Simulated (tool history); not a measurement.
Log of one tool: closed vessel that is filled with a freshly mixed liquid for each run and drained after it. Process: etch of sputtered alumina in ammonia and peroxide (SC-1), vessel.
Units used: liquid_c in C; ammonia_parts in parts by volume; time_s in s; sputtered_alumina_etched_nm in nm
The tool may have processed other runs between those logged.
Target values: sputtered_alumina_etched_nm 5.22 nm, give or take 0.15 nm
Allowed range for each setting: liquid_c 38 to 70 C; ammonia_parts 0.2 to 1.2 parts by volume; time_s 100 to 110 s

| run | hour | liquid_c | ammonia_parts | time_s | sputtered_alumina_etched_nm |
|---|---|---|---|---|---|
| 1 | 0 | 54 | 0.8 | 100 | 8.7562 |
| 2 | 1.2 | 54 | 0.65 | 100 | 8.56 |
| 3 | 2.3 | 53 | 0.65 | 100 | 8.1606 |
| 4 | 11.2 | 50.5 | 0.65 | 100 | 7.099 |
| 5 | 14 | 50.5 | 0.65 | 100 | 7.1041 |
| 6 | 18.1 | 50.5 | 0.65 | 100 | 7.0586 |
| 7 | 24 | 50 | 0.65 | 100 | 6.8908 |
| 8 | 24.8 | 49.5 | 0.65 | 100 | 6.6823 |
| 9 | 28.1 | 49 | 0.65 | 100 | 6.5334 |
| 10 | 33 | 48.5 | 0.65 | 100 | 6.3021 |
| 11 | 35.8 | 44.5 | 0.65 | 100 | 5.0402 |

Which of these 5 next moves meets every target?
| A | 38.6 | 46.5 | 0.55 | 100 | ? |
| B | 38.6 | 44.5 | 0.55 | 105 | ? |
| C | 38.6 | 45.5 | 0.35 | 110 | ? |
| D | 38.6 | 45 | 0.85 | 105 | ? |
| E | 38.6 | 43.5 | 0.65 | 100 | ? |

| move | sputtered_alumina_etched_nm |
|---|---|
| A | 5.6118 |
| B | 5.2599 |
| C | 5.5872 |
| D | 5.6418 |
| E | 4.8062 |
A: takes the result that was furthest off past its target
B: every result lands within tolerance
C: takes the result that was furthest off past its target
D: takes the result that was furthest off past its target
E: further off than the last run
Correct choice: B, which meets every target
